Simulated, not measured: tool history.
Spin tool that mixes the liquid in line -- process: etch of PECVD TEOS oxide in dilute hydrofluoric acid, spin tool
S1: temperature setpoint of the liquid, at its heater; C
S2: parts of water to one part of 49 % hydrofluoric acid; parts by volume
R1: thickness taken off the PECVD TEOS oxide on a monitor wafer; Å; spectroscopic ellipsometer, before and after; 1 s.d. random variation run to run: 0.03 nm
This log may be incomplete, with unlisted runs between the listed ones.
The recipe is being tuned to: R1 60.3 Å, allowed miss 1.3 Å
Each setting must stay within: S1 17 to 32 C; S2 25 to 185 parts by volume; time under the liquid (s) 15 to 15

{"run": 1, "hour": 0.0, "S1": 24, "S2": 105, "time under the liquid (s)": 15, "R1": 23.975}
{"run": 2, "hour": 3.0, "S1": 24, "S2": 75, "time under the liquid (s)": 15, "R1": 34.885}
{"run": 3, "hour": 3.9, "S1": 26.5, "S2": 70, "time under the liquid (s)": 15, "R1": 41.409}
{"run": 4, "hour": 5.6, "S1": 30, "S2": 70, "time under the liquid (s)": 15, "R1": 47.653}
{"run": 5, "hour": 9.8, "S1": 28, "S2": 70, "time under the liquid (s)": 15, "R1": 44.121}
{"run": 6, "hour": 13.7, "S1": 29, "S2": 65, "time under the liquid (s)": 15, "R1": 49.901}
{"run": 7, "hour": 20.1, "S1": 30, "S2": 65, "time under the liquid (s)": 15, "R1": 51.696}
{"run": 8, "hour": 25.3, "S1": 30.5, "S2": 65, "time under the liquid (s)": 15, "R1": 52.926}
{"run": 9, "hour": 28.5, "S1": 31, "S2": 65, "time under the liquid (s)": 15, "R1": 53.734}
{"run": 10, "hour": 31.2, "S1": 31.5, "S2": 65, "time under the liquid (s)": 15, "R1": 54.789}

Which one of the following 4 next-run settings gets every result inside its allowed miss? There is exactly one.
{"run": "A", "hour": 33.9, "S1": 28, "S2": 55, "time under the liquid (s)": 15, "R1": "?"}
{"run": "B", "hour": 33.9, "S1": 27.5, "S2": 55, "time under the liquid (s)": 15, "R1": "?"}
{"run": "C", "hour": 33.9, "S1": 30.5, "S2": 60, "time under the liquid (s)": 15, "R1": "?"}
{"run": "D", "hour": 33.9, "S1": 32, "S2": 60, "time under the liquid (s)": 15, "R1": "?"}

move=A R1=56.939
move=B R1=55.818
move=C R1=57.141
move=D R1=60.535
A: closer than the last run, but not yet in spec
B: closer than the last run, but not yet in spec
C: closer than the last run, but not yet in spec
D: in spec on every target
D is the move that brings every result within its allowed miss.
